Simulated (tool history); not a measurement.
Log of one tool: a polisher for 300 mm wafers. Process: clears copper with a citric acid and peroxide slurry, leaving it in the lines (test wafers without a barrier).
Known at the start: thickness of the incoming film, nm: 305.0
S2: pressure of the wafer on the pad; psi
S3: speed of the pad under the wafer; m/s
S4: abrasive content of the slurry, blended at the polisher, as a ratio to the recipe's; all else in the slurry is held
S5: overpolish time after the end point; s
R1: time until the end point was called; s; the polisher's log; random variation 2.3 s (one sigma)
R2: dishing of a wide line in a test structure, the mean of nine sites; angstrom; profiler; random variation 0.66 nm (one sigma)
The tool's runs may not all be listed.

run 1 day=0 | flow_of_slurry_(ml/min)=295 S2=3.7 S3=1.32 S4=1 S5=14 | R1=96.872 R2=286.61
run 2 day=0.188 | flow_of_slurry_(ml/min)=295 S2=3.5 S3=1.32 S4=1 S5=15 | R1=99.664 R2=309
run 3 day=0.358 | flow_of_slurry_(ml/min)=295 S2=3.9 S3=1.32 S4=1 S5=15 | R1=94.262 R2=330.45
run 4 day=0.662 | flow_of_slurry_(ml/min)=295 S2=3.7 S3=1.3 S4=1 S5=16 | R1=99.024 R2=330.09
run 5 day=1 | flow_of_slurry_(ml/min)=295 S2=3.5 S3=1.3 S4=1 S5=17 | R1=104.22 R2=333.58
run 6 day=1.262 | flow_of_slurry_(ml/min)=295 S2=3.3 S3=1.3 S4=1 S5=18 | R1=108.03 R2=342.79
run 7 day=1.317 | flow_of_slurry_(ml/min)=295 S2=3.1 S3=1.3 S4=1 S5=18 | R1=113.91 R2=312.21
run 8 day=1.546 | flow_of_slurry_(ml/min)=295 S2=3 S3=1.28 S4=1 S5=19 | R1=118.53 R2=310.81
run 9 day=1.746 | flow_of_slurry_(ml/min)=295 S2=2.9 S3=1.28 S4=1 S5=20 | R1=125.27 R2=340.1

Forecast run 10:
run 10 day=2.008 | flow_of_slurry_(ml/min)=295 S2=2.8 S3=1.28 S4=1 S5=20 | R1=? R2=?

Run 10 gave R1 126.06 s, R2 322.02 angstrom.

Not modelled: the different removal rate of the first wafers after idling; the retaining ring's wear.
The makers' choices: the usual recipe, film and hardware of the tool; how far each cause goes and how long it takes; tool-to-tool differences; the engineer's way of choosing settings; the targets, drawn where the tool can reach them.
